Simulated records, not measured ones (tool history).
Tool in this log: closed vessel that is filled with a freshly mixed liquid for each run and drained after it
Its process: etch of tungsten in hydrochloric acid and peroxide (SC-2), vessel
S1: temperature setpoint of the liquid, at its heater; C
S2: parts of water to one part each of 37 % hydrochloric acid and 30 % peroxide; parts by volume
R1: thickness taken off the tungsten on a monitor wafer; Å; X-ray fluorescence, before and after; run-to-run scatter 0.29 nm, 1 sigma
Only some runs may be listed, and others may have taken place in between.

Run 1, hour 0: S1 54 C, S2 6 parts by volume, time in the liquid (s) 175. Result: R1 737.09 Å.
Run 2, hour 8.4: S1 52.5 C, S2 6 parts by volume, time in the liquid (s) 175. Result: R1 664.67 Å.
Run 3, hour 15.5: S1 51.5 C, S2 6 parts by volume, time in the liquid (s) 175. Result: R1 624.32 Å.
Run 4, hour 16.7: S1 51.5 C, S2 4 parts by volume, time in the liquid (s) 175. Result: R1 834.87 Å.
Run 5, hour 21.8: S1 49 C, S2 4 parts by volume, time in the liquid (s) 175. Result: R1 712.05 Å.
Run 6, hour 26.1: S1 47.5 C, S2 4 parts by volume, time in the liquid (s) 175. Result: R1 637.22 Å.

Run 7 is up next; what results do you expect?
Run 7, hour 29.3: S1 46.5 C, S2 4 parts by volume, time in the liquid (s) 175. Result: R1 ?.

{"run 7": {"R1": 598.45}}

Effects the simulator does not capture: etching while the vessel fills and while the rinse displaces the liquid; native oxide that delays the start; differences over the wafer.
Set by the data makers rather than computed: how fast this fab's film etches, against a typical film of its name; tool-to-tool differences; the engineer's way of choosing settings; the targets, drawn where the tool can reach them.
